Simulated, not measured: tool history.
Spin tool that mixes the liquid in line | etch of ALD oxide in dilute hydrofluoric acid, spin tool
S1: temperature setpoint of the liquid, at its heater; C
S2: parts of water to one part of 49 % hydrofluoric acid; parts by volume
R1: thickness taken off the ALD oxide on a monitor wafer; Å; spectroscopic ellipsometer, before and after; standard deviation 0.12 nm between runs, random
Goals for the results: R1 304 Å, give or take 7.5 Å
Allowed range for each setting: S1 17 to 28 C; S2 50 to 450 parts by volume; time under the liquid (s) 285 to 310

Run 1, hour 0: S1 20 C, S2 250 parts by volume, time under the liquid (s) 285. Result: R1 118.93 Å.
Run 2, hour 6.7: S1 21.5 C, S2 225 parts by volume, time under the liquid (s) 285. Result: R1 143.75 Å.
Run 3, hour 14.4: S1 22.5 C, S2 205 parts by volume, time under the liquid (s) 285. Result: R1 167.2 Å.
Run 4, hour 15.3: S1 22.5 C, S2 175 parts by volume, time under the liquid (s) 285. Result: R1 200.96 Å.
Run 5, hour 22.3: S1 23.5 C, S2 170 parts by volume, time under the liquid (s) 285. Result: R1 216.79 Å.
Run 6, hour 29.6: S1 26.5 C, S2 170 parts by volume, time under the liquid (s) 285. Result: R1 242.52 Å.
Run 7, hour 30.3: S1 26.5 C, S2 170 parts by volume, time under the liquid (s) 285. Result: R1 239.93 Å.
Run 8, hour 31.8: S1 27 C, S2 165 parts by volume, time under the liquid (s) 285. Result: R1 254.91 Å.
Run 9, hour 39.8: S1 27 C, S2 165 parts by volume, time under the liquid (s) 285. Result: R1 255.64 Å.
Run 10, hour 48.3: S1 27 C, S2 160 parts by volume, time under the liquid (s) 285. Result: R1 266.03 Å.
Run 11, hour 54.4: S1 27 C, S2 155 parts by volume, time under the liquid (s) 285. Result: R1 272.99 Å.
Run 12, hour 59.3: S1 27.5 C, S2 150 parts by volume, time under the liquid (s) 285. Result: R1 291.82 Å.

Exercise: of the 5 proposed moves below, exactly one satisfies all targets within the stated allowed misses. Which move is it?
Run A, hour 64.2: S1 27 C, S2 155 parts by volume, time under the liquid (s) 290. Result: R1 ?.
Run B, hour 64.2: S1 28 C, S2 155 parts by volume, time under the liquid (s) 285. Result: R1 ?.
Run C, hour 64.2: S1 25.5 C, S2 140 parts by volume, time under the liquid (s) 295. Result: R1 ?.
Run D, hour 64.2: S1 28 C, S2 170 parts by volume, time under the liquid (s) 310. Result: R1 ?.
Run E, hour 64.2: S1 28 C, S2 175 parts by volume, time under the liquid (s) 310. Result: R1 ?.

move      R1
   A  279.27
   B  284.46
   C  303.53
   D  276.65
   E  267.03
A: its largest miss is bigger than the last run's
B: its largest miss is bigger than the last run's
C: all results in spec
D: its largest miss is bigger than the last run's
E: its largest miss is bigger than the last run's
Go with C: it meets all targets.

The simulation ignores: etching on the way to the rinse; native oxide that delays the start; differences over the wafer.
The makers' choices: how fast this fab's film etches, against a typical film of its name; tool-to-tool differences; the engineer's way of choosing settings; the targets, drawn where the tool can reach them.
